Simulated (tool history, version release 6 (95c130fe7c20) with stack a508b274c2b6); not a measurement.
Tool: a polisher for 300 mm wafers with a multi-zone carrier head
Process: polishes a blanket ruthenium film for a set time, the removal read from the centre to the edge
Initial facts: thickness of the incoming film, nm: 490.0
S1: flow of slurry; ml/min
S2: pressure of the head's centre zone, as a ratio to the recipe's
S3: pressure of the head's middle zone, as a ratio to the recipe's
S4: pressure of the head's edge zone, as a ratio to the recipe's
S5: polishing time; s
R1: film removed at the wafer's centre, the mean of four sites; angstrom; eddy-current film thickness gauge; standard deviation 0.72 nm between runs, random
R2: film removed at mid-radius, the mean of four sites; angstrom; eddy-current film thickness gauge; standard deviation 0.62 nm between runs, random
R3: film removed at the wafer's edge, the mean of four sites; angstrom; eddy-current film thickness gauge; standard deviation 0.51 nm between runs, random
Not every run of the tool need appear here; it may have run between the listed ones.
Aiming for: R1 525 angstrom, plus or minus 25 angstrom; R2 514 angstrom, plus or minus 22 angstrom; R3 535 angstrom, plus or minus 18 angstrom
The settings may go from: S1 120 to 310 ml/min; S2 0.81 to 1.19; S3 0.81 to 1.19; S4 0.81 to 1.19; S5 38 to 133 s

| run | hour | S1 | S2 | S3 | S4 | S5 | R1 | R2 | R3 |
|---|---|---|---|---|---|---|---|---|---|
| 1 | 0 | 200 | 1 | 1 | 1 | 85 | 839.63 | 824.18 | 823.47 |
| 2 | 7.2 | 200 | 1 | 1 | 0.93 | 85 | 831.78 | 807.08 | 820.67 |
| 3 | 14.8 | 195 | 0.99 | 0.99 | 0.93 | 75 | 716.15 | 709.79 | 704.13 |
| 4 | 15.3 | 190 | 0.98 | 0.96 | 0.92 | 70 | 670.74 | 668.52 | 662.63 |
| 5 | 15.9 | 170 | 0.98 | 0.96 | 0.92 | 70 | 647.83 | 646.85 | 651.48 |
| 6 | 18.2 | 165 | 0.98 | 0.94 | 0.92 | 66 | 603.91 | 586.26 | 612.56 |
| 7 | 25.1 | 160 | 0.98 | 0.94 | 0.91 | 64 | 587.7 | 572.33 | 593.95 |
| 8 | 29.5 | 155 | 0.98 | 0.94 | 0.9 | 62 | 553.16 | 555.2 | 563.19 |
| 9 | 30.9 | 145 | 0.98 | 0.93 | 0.9 | 62 | 550.23 | 542.49 | 559.3 |
| 10 | 32.4 | 140 | 0.98 | 0.93 | 0.89 | 62 | 571.56 | 535.06 | 542.49 |

Next run, 4 choices. One meets every target within its allowed miss, the rest don't. Which?
| A | 33.9 | 125 | 0.9 | 0.94 | 0.81 | 67 | ? | ? | ? |
| B | 33.9 | 175 | 0.98 | 0.94 | 0.95 | 57 | ? | ? | ? |
| C | 33.9 | 120 | 1.04 | 0.81 | 0.81 | 64 | ? | ? | ? |
| D | 33.9 | 140 | 0.91 | 1.03 | 0.81 | 60 | ? | ? | ? |

| move | R1 | R2 | R3 |
|---|---|---|---|
| A | 544.68 | 571.38 | 577.17 |
| B | 537.78 | 516.11 | 542.07 |
| C | 590.74 | 496.33 | 548.71 |
| D | 505.72 | 552.96 | 524.66 |
A: the worst result of the last run now meets its target, but another is out of spec
B: all results in spec
C: moves away from the targets compared with the last run
D: the worst result of the last run now meets its target, but another is out of spec
Go with B: it meets all targets.
